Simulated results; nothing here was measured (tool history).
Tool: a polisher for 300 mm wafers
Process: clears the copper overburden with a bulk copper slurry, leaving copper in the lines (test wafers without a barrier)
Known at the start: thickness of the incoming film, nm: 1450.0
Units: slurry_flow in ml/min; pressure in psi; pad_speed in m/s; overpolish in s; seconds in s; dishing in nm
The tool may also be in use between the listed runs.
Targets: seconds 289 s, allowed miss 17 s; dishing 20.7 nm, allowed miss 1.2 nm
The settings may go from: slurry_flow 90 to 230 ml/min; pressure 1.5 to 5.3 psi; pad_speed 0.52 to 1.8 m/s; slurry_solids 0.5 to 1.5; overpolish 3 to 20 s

Run 1, hour 0: slurry_flow 150 ml/min, pressure 3.4 psi, pad_speed 1.16 m/s, slurry_solids 1, overpolish 10 s. Result: seconds 131.31 s, dishing 47.019 nm.
Run 2, hour 7.1: slurry_flow 150 ml/min, pressure 3.4 psi, pad_speed 1.16 m/s, slurry_solids 1, overpolish 9 s. Result: seconds 130.31 s, dishing 44.97 nm.
Run 3, hour 12.4: slurry_flow 150 ml/min, pressure 3.4 psi, pad_speed 1.32 m/s, slurry_solids 1, overpolish 9 s. Result: seconds 116.11 s, dishing 48.271 nm.
Run 4, hour 15.6: slurry_flow 130 ml/min, pressure 3.4 psi, pad_speed 1.32 m/s, slurry_solids 1, overpolish 9 s. Result: seconds 114.66 s, dishing 47.334 nm.
Run 5, hour 24.6: slurry_flow 130 ml/min, pressure 3.4 psi, pad_speed 1.32 m/s, slurry_solids 1.1, overpolish 9 s. Result: seconds 119.77 s, dishing 46.035 nm.
Run 6, hour 27.2: slurry_flow 130 ml/min, pressure 3 psi, pad_speed 1.32 m/s, slurry_solids 1.1, overpolish 9 s. Result: seconds 132.64 s, dishing 44.078 nm.
Run 7, hour 31.9: slurry_flow 125 ml/min, pressure 2.7 psi, pad_speed 1.18 m/s, slurry_solids 1.1, overpolish 7 s. Result: seconds 160.96 s, dishing 31.4 nm.
Run 8, hour 34.2: slurry_flow 125 ml/min, pressure 2.4 psi, pad_speed 1.1 m/s, slurry_solids 1.1, overpolish 7 s. Result: seconds 198.2 s, dishing 27.956 nm.
Run 9, hour 37.5: slurry_flow 125 ml/min, pressure 1.5 psi, pad_speed 1.04 m/s, slurry_solids 1.1, overpolish 5 s. Result: seconds 324.45 s, dishing 13.689 nm.
Run 10, hour 38.6: slurry_flow 125 ml/min, pressure 1.6 psi, pad_speed 1 m/s, slurry_solids 1.15, overpolish 6 s. Result: seconds 319.17 s, dishing 17.199 nm.
Run 11, hour 42.1: slurry_flow 125 ml/min, pressure 1.7 psi, pad_speed 1 m/s, slurry_solids 1.15, overpolish 6 s. Result: seconds 299.91 s, dishing 17.28 nm.
Run 12, hour 45.8: slurry_flow 125 ml/min, pressure 1.7 psi, pad_speed 0.98 m/s, slurry_solids 1.15, overpolish 6 s. Result: seconds 312.25 s, dishing 17.19 nm.
Run 13, hour 52.4: slurry_flow 125 ml/min, pressure 1.8 psi, pad_speed 0.98 m/s, slurry_solids 1.15, overpolish 6 s. Result: seconds 288.6 s, dishing 18.26 nm.
Run 14, hour 52.9: slurry_flow 125 ml/min, pressure 1.8 psi, pad_speed 0.96 m/s, slurry_solids 1.15, overpolish 9 s. Result: seconds 292.64 s, dishing 24.264 nm.

Which of these 4 next moves meets every target?
Run A, hour 53.4: slurry_flow 115 ml/min, pressure 1.5 psi, pad_speed 1.34 m/s, slurry_solids 1.2, overpolish 8 s. Result: seconds ?, dishing ?.
Run B, hour 53.4: slurry_flow 120 ml/min, pressure 1.9 psi, pad_speed 0.94 m/s, slurry_solids 1.5, overpolish 9 s. Result: seconds ?, dishing ?.
Run C, hour 53.4: slurry_flow 105 ml/min, pressure 2.3 psi, pad_speed 0.94 m/s, slurry_solids 0.9, overpolish 5 s. Result: seconds ?, dishing ?.
Run D, hour 53.4: slurry_flow 150 ml/min, pressure 2 psi, pad_speed 0.84 m/s, slurry_solids 1.2, overpolish 7 s. Result: seconds ?, dishing ?.

move  seconds  dishing
   A    261.2   24.465
   B   282.27   25.689
   C   261.61   17.262
   D   294.82   20.513
A: further off than the last run
B: further off than the last run
C: takes the result that was furthest off past its target
D: meets every target
Move D is the one to make.
